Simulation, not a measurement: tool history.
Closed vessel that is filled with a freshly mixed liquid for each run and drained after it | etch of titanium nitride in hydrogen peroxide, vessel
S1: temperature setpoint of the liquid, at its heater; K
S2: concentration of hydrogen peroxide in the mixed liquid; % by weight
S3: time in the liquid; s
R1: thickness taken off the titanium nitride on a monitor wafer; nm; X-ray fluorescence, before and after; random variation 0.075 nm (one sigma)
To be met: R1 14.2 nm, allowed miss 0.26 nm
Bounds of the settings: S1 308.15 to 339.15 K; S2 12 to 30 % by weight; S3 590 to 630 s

run  hour      S1    S2   S3      R1
  1     0  324.15    23  590  29.095
  2   8.8  324.15  24.5  590  29.551
  3  11.8  318.65  24.5  590   19.85
  4  14.1  324.15  24.5  590  29.764
  5  18.9  324.15  24.5  590  29.387
  6    26  322.15  24.5  590  25.554
  7  32.7  320.65  24.5  590  22.833
  8  37.3  319.15  24.5  590  20.445
  9  44.4  313.15  24.5  590  13.028
 10  46.6  313.65  24.5  590   13.59

4 next moves are on the table. One of them brings every result within its allowed miss. Which?
  A  48.8  314.15    17  625   ?
  B  48.8  313.65    26  630   ?
  C  48.8  313.65  19.5  630   ?
  D  48.8  314.15  25.5  590   ?

move      R1
   A  13.737
   B  14.603
   C  13.722
   D  14.149
A: nearer than the last run, and not there yet
B: takes the result that was furthest off past its target
C: nearer than the last run, and not there yet
D: meets every target
Answer: D
